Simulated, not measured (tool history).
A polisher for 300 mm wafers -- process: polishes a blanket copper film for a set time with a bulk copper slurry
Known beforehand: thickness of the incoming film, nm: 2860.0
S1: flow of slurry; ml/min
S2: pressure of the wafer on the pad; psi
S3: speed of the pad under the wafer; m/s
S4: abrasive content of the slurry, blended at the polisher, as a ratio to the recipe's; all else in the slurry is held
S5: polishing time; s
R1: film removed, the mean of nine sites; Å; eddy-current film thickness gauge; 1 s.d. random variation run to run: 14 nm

run 1 hour=0.0 | S1=235 S2=3.5 S3=1.30 S4=1.0 S5=51 | R1=7470.1
run 2 hour=8.6 | S1=235 S2=4.2 S3=1.30 S4=1.0 S5=51 | R1=8958.3
run 3 hour=13.5 | S1=235 S2=4.4 S3=1.30 S4=1.0 S5=51 | R1=9411.0
run 4 hour=14.4 | S1=235 S2=4.5 S3=1.30 S4=1.0 S5=51 | R1=9391.7
-- hour=19.5 slurry blender recalibrated
run 5 hour=19.5 | S1=235 S2=4.7 S3=1.30 S4=1.0 S5=51 | R1=10292.0
run 6 hour=24.1 | S1=235 S2=4.7 S3=1.30 S4=0.9 S5=51 | R1=10479.0

The next listed run, before its measurement:
run 7 hour=26.2 | S1=235 S2=4.8 S3=1.30 S4=0.9 S5=51 | R1=?

Run 7 came out at R1 10345.0 Å.

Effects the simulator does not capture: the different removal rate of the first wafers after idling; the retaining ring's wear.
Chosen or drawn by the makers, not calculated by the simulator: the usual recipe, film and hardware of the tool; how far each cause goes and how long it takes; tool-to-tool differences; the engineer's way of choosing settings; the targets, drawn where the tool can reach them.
